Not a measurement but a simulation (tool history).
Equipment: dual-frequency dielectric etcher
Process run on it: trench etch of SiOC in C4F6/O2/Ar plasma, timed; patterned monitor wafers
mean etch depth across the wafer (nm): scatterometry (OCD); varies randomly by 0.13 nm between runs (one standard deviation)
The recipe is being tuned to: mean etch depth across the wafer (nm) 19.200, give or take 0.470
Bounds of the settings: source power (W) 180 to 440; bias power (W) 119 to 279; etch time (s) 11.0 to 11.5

run,hour,source power (W),bias power (W),etch time (s),mean etch depth across the wafer (nm)
1,0.0,310,199,11.5,22.659
2,5.1,310,234,11.5,23.842
3,7.0,280,220,11.5,22.486
4,13.1,280,235,11.5,22.380
5,16.2,250,231,11.5,21.243
6,21.1,280,231,11.5,22.616
7,26.1,250,227,11.5,21.245
8,30.0,230,224,11.5,20.446

Next run, 5 choices. One meets every target within its allowed miss, the rest don't. Which?
A,33.9,210,172,11.5,?
B,33.9,180,217,11.5,?
C,33.9,220,239,11.5,?
D,33.9,250,230,11.5,?
E,33.9,230,217,11.0,?

move,mean etch depth across the wafer (nm)
A,17.998
B,17.857
C,20.473
D,21.537
E,19.403
A: takes the biggest miss from the last run beyond its target
B: takes the biggest miss from the last run beyond its target
C: about the same distance from the targets as the last run
D: misses by more than the last run did
E: all results in spec
Go with E: it meets all targets.
